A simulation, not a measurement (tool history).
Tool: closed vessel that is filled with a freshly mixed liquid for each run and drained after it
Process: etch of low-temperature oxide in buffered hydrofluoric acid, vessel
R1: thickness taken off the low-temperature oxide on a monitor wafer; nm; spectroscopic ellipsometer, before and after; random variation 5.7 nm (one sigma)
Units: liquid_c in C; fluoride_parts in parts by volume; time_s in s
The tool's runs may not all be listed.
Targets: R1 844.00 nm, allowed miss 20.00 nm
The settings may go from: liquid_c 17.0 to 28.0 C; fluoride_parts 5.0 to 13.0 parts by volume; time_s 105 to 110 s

run 1 hour=0.0 | liquid_c=20.0 fluoride_parts=8.0 time_s=105 | R1=612.63
run 2 hour=0.5 | liquid_c=20.0 fluoride_parts=8.0 time_s=110 | R1=645.26
run 3 hour=6.8 | liquid_c=20.0 fluoride_parts=8.0 time_s=105 | R1=616.68
run 4 hour=14.6 | liquid_c=21.5 fluoride_parts=8.0 time_s=105 | R1=671.06
run 5 hour=18.5 | liquid_c=22.5 fluoride_parts=8.0 time_s=105 | R1=702.32
run 6 hour=27.5 | liquid_c=20.5 fluoride_parts=8.0 time_s=105 | R1=637.19
run 7 hour=30.2 | liquid_c=22.0 fluoride_parts=8.0 time_s=105 | R1=687.21
run 8 hour=32.2 | liquid_c=23.0 fluoride_parts=8.0 time_s=105 | R1=721.30
run 9 hour=37.4 | liquid_c=23.5 fluoride_parts=8.0 time_s=105 | R1=734.13
run 10 hour=39.0 | liquid_c=26.5 fluoride_parts=8.0 time_s=105 | R1=877.34

5 next moves are on the table. One of them brings every result within its allowed miss. Which?
run A hour=40.6 | liquid_c=26.5 fluoride_parts=8.0 time_s=110 | R1=?
run B hour=40.6 | liquid_c=27.0 fluoride_parts=8.0 time_s=105 | R1=?
run C hour=40.6 | liquid_c=28.0 fluoride_parts=8.5 time_s=105 | R1=?
run D hour=40.6 | liquid_c=27.5 fluoride_parts=9.0 time_s=110 | R1=?
run E hour=40.6 | liquid_c=22.0 fluoride_parts=6.5 time_s=110 | R1=?

move=A R1=916.81
move=B R1=898.86
move=C R1=887.78
move=D R1=851.20
move=E R1=884.30
A: further off than the last run
B: further off than the last run
C: further off than the last run
D: meets every target
E: further off than the last run
Move D is the one to make.
